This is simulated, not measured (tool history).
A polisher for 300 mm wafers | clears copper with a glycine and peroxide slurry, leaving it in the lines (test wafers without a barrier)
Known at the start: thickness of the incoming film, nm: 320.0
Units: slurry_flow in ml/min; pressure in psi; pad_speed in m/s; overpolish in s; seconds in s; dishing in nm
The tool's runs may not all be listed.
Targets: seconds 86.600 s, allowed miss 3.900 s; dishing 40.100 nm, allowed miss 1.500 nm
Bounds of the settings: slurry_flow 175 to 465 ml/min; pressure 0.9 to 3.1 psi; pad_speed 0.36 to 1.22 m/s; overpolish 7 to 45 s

run,day,slurry_flow,pressure,pad_speed,overpolish,seconds,dishing
1,0.000,295,2.0,0.78,23,97.211,55.833
2,0.292,295,2.0,0.78,31,99.586,71.237
3,0.383,295,2.0,0.78,27,98.598,63.643
4,0.746,295,1.6,0.78,27,110.400,57.071
5,0.929,240,1.6,0.78,27,111.080,56.062
6,1.129,240,1.6,0.78,34,112.570,65.729
7,1.346,240,1.7,0.80,29,106.210,60.775
8,1.508,260,2.1,0.88,18,88.131,48.402
9,1.650,255,2.1,0.90,17,87.809,46.325

Which of these 5 next moves meets every target?
A,1.792,305,2.2,0.86,14,?,?
B,1.792,260,2.3,0.84,19,?,?
C,1.792,315,2.3,0.78,21,?,?
D,1.792,195,2.6,0.82,18,?,?
E,1.792,275,1.8,0.92,20,?,?

move,seconds,dishing
A,86.182,40.095
B,86.685,52.071
C,89.203,55.439
D,84.980,50.740
E,93.656,50.516
A: meets every target
B: further off than the last run
C: further off than the last run
D: further off than the last run
E: further off than the last run
Answer: A
